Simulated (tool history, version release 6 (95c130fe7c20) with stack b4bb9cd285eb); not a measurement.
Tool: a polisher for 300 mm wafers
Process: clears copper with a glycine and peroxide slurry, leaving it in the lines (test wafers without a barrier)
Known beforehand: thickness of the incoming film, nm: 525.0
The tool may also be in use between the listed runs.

run,hour,flow of slurry (ml/min),pressure of the wafer on the pad (psi),speed of the pad under the wafer (cm/s),overpolish time after the end point (s),time until the end point was called (s),dishing of a wide line in a test structure (nm)
1,0.0,120,1.8,80,29,127.31,60.091
2,5.9,120,1.8,66,29,136.65,55.925
3,14.2,130,2.0,66,29,123.85,60.051
4,19.6,130,2.0,66,20,124.07,47.533
5,23.9,150,2.0,66,20,122.80,47.667
6,27.7,150,2.2,66,23,115.59,52.763
7,31.9,150,2.3,66,25,110.28,59.381
8,34.7,150,2.4,66,26,108.19,60.836

The next listed run, before its measurement:
9,35.9,150,2.4,66,26,?,?

time until the end point was called (s): 107.19
dishing of a wide line in a test structure (nm): 61.930
